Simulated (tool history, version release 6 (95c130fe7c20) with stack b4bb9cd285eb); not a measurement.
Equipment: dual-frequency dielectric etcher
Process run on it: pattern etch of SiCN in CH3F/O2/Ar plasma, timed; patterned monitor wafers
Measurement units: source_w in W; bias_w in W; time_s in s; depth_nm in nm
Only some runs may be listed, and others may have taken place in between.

run	hour	source_w	bias_w	time_s	depth_nm
1	0.0	360	96	49	19.033
2	8.3	360	83	49	18.216
3	15.8	360	66	49	16.938
4	20.4	370	66	49	17.058
5	24.2	370	66	45	15.707
6	27.0	380	67	45	15.840
7	32.2	380	69	45	15.970
8	33.2	380	71	45	16.223
9	41.1	390	72	45	16.463

Run 10, settings as shown, results not yet in. Your forecast:
10	42.1	400	72	45	?

{"run 10": {"depth_nm": 16.604}}
